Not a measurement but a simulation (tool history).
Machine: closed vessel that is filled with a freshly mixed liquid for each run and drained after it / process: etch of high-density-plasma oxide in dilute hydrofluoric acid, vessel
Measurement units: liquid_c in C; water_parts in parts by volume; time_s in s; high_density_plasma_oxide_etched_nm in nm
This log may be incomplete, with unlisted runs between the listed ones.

| run | hour | liquid_c | water_parts | time_s | high_density_plasma_oxide_etched_nm |
|---|---|---|---|---|---|
| 1 | 0 | 23 | 260 | 565 | 11.989 |
| 2 | 7.7 | 24.5 | 255 | 565 | 13.021 |
| 3 | 12.4 | 22.5 | 255 | 565 | 12.309 |
| 4 | 17.1 | 22.5 | 165 | 565 | 20.463 |
| 5 | 24.7 | 24 | 165 | 565 | 22.009 |
| 6 | 31.4 | 22.5 | 165 | 565 | 20.466 |
| 7 | 39.6 | 22.5 | 165 | 565 | 20.416 |
| 8 | 45.8 | 21.5 | 165 | 565 | 19.75 |
| 9 | 52.1 | 20.5 | 165 | 565 | 19.056 |
| 10 | 56.4 | 20 | 165 | 565 | 18.633 |

Run 11, settings as shown, results not yet in. Your forecast:
| 11 | 60.6 | 19.5 | 165 | 565 | ? |

Run 11 yielded high_density_plasma_oxide_etched_nm 18.375 nm.

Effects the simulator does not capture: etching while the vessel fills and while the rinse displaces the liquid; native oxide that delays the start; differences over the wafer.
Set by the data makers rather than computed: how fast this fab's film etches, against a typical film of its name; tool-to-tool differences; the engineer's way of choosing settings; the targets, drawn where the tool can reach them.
